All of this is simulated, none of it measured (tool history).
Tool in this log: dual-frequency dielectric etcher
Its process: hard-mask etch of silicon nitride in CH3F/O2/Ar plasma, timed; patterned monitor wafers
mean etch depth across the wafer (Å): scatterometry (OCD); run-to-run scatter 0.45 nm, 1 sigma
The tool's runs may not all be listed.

run	hour	source power (kW)	bias power (kW)	etch time (s)	mean etch depth across the wafer (Å)
1	0	0.37	0.102	150.5	1151
2	3.9	0.37	0.086	150.5	1085.5
3	8.4	0.37	0.092	150.5	1107.1
4	15	0.33	0.092	150.5	1068.5
5	16.6	0.33	0.082	150.5	1016.2
6	21	0.33	0.092	150.5	1067.5
7	29.2	0.31	0.087	149.5	1012
8	36.3	0.29	0.085	149.5	982.39
9	42	0.28	0.084	149.5	964.38

Run 10 is up next; what results do you expect?
10	48	0.27	0.083	149.5	?

mean etch depth across the wafer (Å): 958.54
